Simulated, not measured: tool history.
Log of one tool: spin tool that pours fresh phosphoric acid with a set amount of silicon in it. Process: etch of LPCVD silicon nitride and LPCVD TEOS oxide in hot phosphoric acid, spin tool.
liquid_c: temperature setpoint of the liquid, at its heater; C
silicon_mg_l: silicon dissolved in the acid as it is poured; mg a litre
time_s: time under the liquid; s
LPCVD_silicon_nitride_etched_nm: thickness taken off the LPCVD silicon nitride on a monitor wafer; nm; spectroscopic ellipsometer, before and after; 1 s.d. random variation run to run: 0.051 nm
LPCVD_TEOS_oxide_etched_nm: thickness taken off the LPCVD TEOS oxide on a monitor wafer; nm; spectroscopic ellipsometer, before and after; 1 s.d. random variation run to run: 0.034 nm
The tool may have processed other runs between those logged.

| run | day | liquid_c | silicon_mg_l | time_s | LPCVD_silicon_nitride_etched_nm | LPCVD_TEOS_oxide_etched_nm |
|---|---|---|---|---|---|---|
| 1 | 0.000 | 161.0 | 8.0 | 85 | 7.2502 | 0.50038 |
| 2 | 0.304 | 159.5 | 8.0 | 85 | 6.8152 | 0.48698 |
| 3 | 0.338 | 159.5 | 8.0 | 60 | 4.8194 | 0.31489 |
| 4 | 0.483 | 160.5 | 8.5 | 70 | 5.8814 | 0.39892 |
| 5 | 0.508 | 160.5 | 4.0 | 70 | 5.8029 | 0.46794 |
| 6 | 0.533 | 161.5 | 5.5 | 75 | 6.5100 | 0.49364 |
| 7 | 0.629 | 162.5 | 6.0 | 80 | 7.1378 | 0.59377 |
| 8 | 0.879 | 163.0 | 8.0 | 85 | 7.6915 | 0.58447 |
| 9 | 1.042 | 163.5 | 9.0 | 90 | 8.2478 | 0.58945 |
| 10 | 1.333 | 164.0 | 9.5 | 95 | 8.9037 | 0.75832 |

Estimate the outcome of run 11 from the log above:
| 11 | 1.529 | 164.0 | 11.0 | 100 | ? | ? |

Run 11 yielded LPCVD_silicon_nitride_etched_nm 9.3728 nm, LPCVD_TEOS_oxide_etched_nm 0.65487 nm.
